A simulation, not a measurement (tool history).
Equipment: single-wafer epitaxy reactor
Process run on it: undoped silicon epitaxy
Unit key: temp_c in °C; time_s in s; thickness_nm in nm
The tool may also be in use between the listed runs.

| run | hour | temp_c | time_s | thickness_nm |
|---|---|---|---|---|
| 1 | 0 | 650 | 538 | 94.26 |
| 2 | 5.9 | 653 | 538 | 101.19 |
| 3 | 10.1 | 653 | 496 | 93.561 |
| 4 | 13.1 | 653 | 534 | 100.05 |
| 5 | 19.9 | 653 | 570 | 107.4 |
| 6 | 23.9 | 663 | 570 | 137.35 |
| 7 | 29 | 663 | 570 | 136.52 |

Predict the results of run 8:
| 8 | 36.8 | 661 | 570 | ? |

{"run 8": {"thickness_nm": 130.3}}
